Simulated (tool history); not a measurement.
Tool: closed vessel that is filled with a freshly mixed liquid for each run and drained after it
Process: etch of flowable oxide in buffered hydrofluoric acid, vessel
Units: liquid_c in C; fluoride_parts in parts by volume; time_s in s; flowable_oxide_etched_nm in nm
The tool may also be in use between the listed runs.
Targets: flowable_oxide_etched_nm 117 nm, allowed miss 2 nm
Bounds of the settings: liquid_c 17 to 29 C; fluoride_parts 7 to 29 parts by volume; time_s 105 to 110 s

run,hour,liquid_c,fluoride_parts,time_s,flowable_oxide_etched_nm
1,0,21,18,105,178.44
2,5.7,20.5,18.5,105,168.38
3,12.6,17.5,18.5,105,142.73
4,15.8,17.5,18.5,105,143.43
5,18.3,17.5,19,105,138.47
6,21.6,17.5,21.5,105,125.84
# hour 26: thermometer replaced
7,26,17,22,105,110.18
8,33.2,17.5,22,105,112.74

5 next moves are on the table. One of them brings every result within its allowed miss. Which?
A,40.4,18.5,22,105,?
B,40.4,17.5,22.5,110,?
C,40.4,17,20.5,110,?
D,40.4,17.5,21.5,110,?
E,40.4,19.5,23.5,105,?

move,flowable_oxide_etched_nm
A,121.6
B,118.49
C,122.8
D,122.27
E,122.95
A: takes the result that was furthest off past its target
B: meets every target
C: takes the result that was furthest off past its target
D: takes the result that was furthest off past its target
E: takes the result that was furthest off past its target
Answer: B
